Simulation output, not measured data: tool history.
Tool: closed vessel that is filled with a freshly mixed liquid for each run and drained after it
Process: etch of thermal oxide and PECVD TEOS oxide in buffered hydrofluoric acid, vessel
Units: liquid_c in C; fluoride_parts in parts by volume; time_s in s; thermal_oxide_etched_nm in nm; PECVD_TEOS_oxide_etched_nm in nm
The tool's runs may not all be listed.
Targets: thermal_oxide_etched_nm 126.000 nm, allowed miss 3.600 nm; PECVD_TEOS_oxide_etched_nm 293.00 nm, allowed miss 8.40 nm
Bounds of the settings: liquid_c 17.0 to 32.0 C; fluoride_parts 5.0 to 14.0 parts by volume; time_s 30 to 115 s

run,hour,liquid_c,fluoride_parts,time_s,thermal_oxide_etched_nm,PECVD_TEOS_oxide_etched_nm
1,0.0,24.0,8.5,60,69.876,162.09
2,3.0,25.0,8.5,60,73.727,171.60
3,5.9,28.0,8.5,60,86.231,203.95
4,9.8,28.5,8.0,60,95.434,219.02
5,17.9,28.5,8.0,70,108.930,258.00
6,23.3,28.5,8.0,95,149.090,349.34
7,30.7,28.0,8.0,95,145.500,336.21
8,38.6,28.0,8.0,95,145.580,340.49
9,43.2,27.5,8.0,95,143.270,327.80
10,47.6,26.5,8.0,95,135.460,313.23
11,53.1,26.0,8.0,95,129.670,306.73

Which of these 4 next moves meets every target?
A,58.6,31.5,10.5,90,?,?
B,58.6,23.5,7.0,90,?,?
C,58.6,28.0,7.0,75,?,?
D,58.6,28.5,8.0,85,?,?

move,thermal_oxide_etched_nm,PECVD_TEOS_oxide_etched_nm
A,131.410,308.45
B,125.110,293.65
C,132.840,311.80
D,133.800,314.04
A: further off than the last run
B: meets every target
C: further off than the last run
D: further off than the last run
Answer: B
